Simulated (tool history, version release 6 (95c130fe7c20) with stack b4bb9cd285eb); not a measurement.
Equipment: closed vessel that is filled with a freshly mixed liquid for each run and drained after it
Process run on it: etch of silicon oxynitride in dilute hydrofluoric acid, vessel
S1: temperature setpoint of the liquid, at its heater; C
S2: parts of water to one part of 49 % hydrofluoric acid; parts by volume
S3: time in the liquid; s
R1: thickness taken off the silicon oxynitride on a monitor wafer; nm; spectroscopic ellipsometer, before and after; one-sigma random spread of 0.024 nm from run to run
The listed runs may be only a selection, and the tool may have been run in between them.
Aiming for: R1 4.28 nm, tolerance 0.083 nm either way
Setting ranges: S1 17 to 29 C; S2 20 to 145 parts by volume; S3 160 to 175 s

run 1 hour=0 | S1=21 S2=80 S3=160 | R1=8.0718
run 2 hour=7.8 | S1=23.5 S2=80 S3=160 | R1=9.0707
run 3 hour=10 | S1=23.5 S2=80 S3=160 | R1=9.096
run 4 hour=11.9 | S1=23.5 S2=105 S3=160 | R1=6.7798
run 5 hour=19.8 | S1=26.5 S2=105 S3=160 | R1=7.8518
run 6 hour=25.5 | S1=26.5 S2=105 S3=175 | R1=8.4932
run 7 hour=30.2 | S1=25 S2=110 S3=175 | R1=7.5732
run 8 hour=38.9 | S1=24 S2=115 S3=175 | R1=6.8821
run 9 hour=41.6 | S1=23 S2=115 S3=175 | R1=6.5773
run 10 hour=49.5 | S1=22 S2=115 S3=175 | R1=6.2588
run 11 hour=54.2 | S1=22 S2=115 S3=175 | R1=6.2482
run 12 hour=55.7 | S1=21 S2=115 S3=175 | R1=5.9491
run 13 hour=59.8 | S1=20.5 S2=115 S3=175 | R1=5.8595
run 14 hour=67.8 | S1=20 S2=115 S3=175 | R1=5.6699
run 15 hour=72.1 | S1=19.5 S2=115 S3=175 | R1=5.5821
run 16 hour=72.9 | S1=19 S2=115 S3=175 | R1=5.3981
run 17 hour=78.6 | S1=18.5 S2=115 S3=175 | R1=5.26
run 18 hour=79.2 | S1=17.5 S2=120 S3=175 | R1=4.7753
run 19 hour=83.3 | S1=17 S2=125 S3=175 | R1=4.4775

Exactly one of the 4 candidate moves below puts every result within its allowed miss. Which one?
run A hour=87.4 | S1=17 S2=120 S3=160 | R1=?
run B hour=87.4 | S1=18 S2=120 S3=170 | R1=?
run C hour=87.4 | S1=17 S2=110 S3=160 | R1=?
run D hour=87.4 | S1=18 S2=120 S3=160 | R1=?

move=A R1=4.2742
move=B R1=4.7717
move=C R1=4.6926
move=D R1=4.491
A: in spec on every target
B: the biggest miss grows against the last run
C: the biggest miss grows against the last run
D: the biggest miss grows against the last run
The right move is A.
